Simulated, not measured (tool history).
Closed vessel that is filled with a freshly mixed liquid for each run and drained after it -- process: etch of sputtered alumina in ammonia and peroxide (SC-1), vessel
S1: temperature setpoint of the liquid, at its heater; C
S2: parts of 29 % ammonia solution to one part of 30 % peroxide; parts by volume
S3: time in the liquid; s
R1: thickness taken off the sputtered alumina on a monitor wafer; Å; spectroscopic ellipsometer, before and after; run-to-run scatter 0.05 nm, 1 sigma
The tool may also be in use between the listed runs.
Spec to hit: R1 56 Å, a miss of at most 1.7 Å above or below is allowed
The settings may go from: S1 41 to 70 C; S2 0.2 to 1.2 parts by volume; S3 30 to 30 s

Run 1, day 0: S1 57 C, S2 0.75 parts by volume, S3 30 s. Result: R1 32.663 Å.
Run 2, day 0.204: S1 57 C, S2 0.75 parts by volume, S3 30 s. Result: R1 32.449 Å.
Run 3, day 0.588: S1 57 C, S2 0.75 parts by volume, S3 30 s. Result: R1 32.176 Å.
Run 4, day 0.683: S1 57 C, S2 0.75 parts by volume, S3 30 s. Result: R1 32.208 Å.
Run 5, day 0.829: S1 50 C, S2 0.75 parts by volume, S3 30 s. Result: R1 22.033 Å.
Run 6, day 0.871: S1 50 C, S2 0.55 parts by volume, S3 30 s. Result: R1 21.411 Å.
Run 7, day 1.021: S1 53 C, S2 0.55 parts by volume, S3 30 s. Result: R1 25.228 Å.
Run 8, day 1.162: S1 55.5 C, S2 0.55 parts by volume, S3 30 s. Result: R1 29.225 Å.
Run 9, day 1.462: S1 57.5 C, S2 0.55 parts by volume, S3 30 s. Result: R1 32.811 Å.
Run 10, day 1.642: S1 59 C, S2 0.55 parts by volume, S3 30 s. Result: R1 34.962 Å.
Run 11, day 1.983: S1 60.5 C, S2 0.55 parts by volume, S3 30 s. Result: R1 37.778 Å.
Run 12, day 2.125: S1 62 C, S2 0.55 parts by volume, S3 30 s. Result: R1 40.49 Å.
Run 13, day 2.475: S1 63 C, S2 0.55 parts by volume, S3 30 s. Result: R1 43.034 Å.
Run 14, day 2.692: S1 63 C, S2 0.55 parts by volume, S3 30 s. Result: R1 42.311 Å.
Run 15, day 3.046: S1 64 C, S2 0.55 parts by volume, S3 30 s. Result: R1 45.685 Å.
Run 16, day 3.25: S1 64.5 C, S2 0.55 parts by volume, S3 30 s. Result: R1 46.483 Å.
Run 17, day 3.288: S1 65 C, S2 0.55 parts by volume, S3 30 s. Result: R1 47.237 Å.
Run 18, day 3.567: S1 65.5 C, S2 0.55 parts by volume, S3 30 s. Result: R1 47.913 Å.
Run 19, day 3.692: S1 66 C, S2 0.55 parts by volume, S3 30 s. Result: R1 49.316 Å.
Run 20, day 3.983: S1 66.5 C, S2 0.55 parts by volume, S3 30 s. Result: R1 51.279 Å.
Run 21, day 4.233: S1 67 C, S2 0.55 parts by volume, S3 30 s. Result: R1 52.04 Å.
Run 22, day 4.446: S1 67.5 C, S2 0.55 parts by volume, S3 30 s. Result: R1 54.179 Å.

Exactly one of the 4 candidate moves below puts every result within its allowed miss. Which one?
Run A, day 4.658: S1 70 C, S2 0.5 parts by volume, S3 30 s. Result: R1 ?.
Run B, day 4.658: S1 68 C, S2 0.65 parts by volume, S3 30 s. Result: R1 ?.
Run C, day 4.658: S1 70 C, S2 0.55 parts by volume, S3 30 s. Result: R1 ?.
Run D, day 4.658: S1 67 C, S2 0.65 parts by volume, S3 30 s. Result: R1 ?.

move      R1
   A  59.166
   B   55.06
   C    59.7
   D  52.437
A: takes the biggest miss from the last run beyond its target
B: every result lands within tolerance
C: takes the biggest miss from the last run beyond its target
D: misses by more than the last run did
The move that meets every target is B.

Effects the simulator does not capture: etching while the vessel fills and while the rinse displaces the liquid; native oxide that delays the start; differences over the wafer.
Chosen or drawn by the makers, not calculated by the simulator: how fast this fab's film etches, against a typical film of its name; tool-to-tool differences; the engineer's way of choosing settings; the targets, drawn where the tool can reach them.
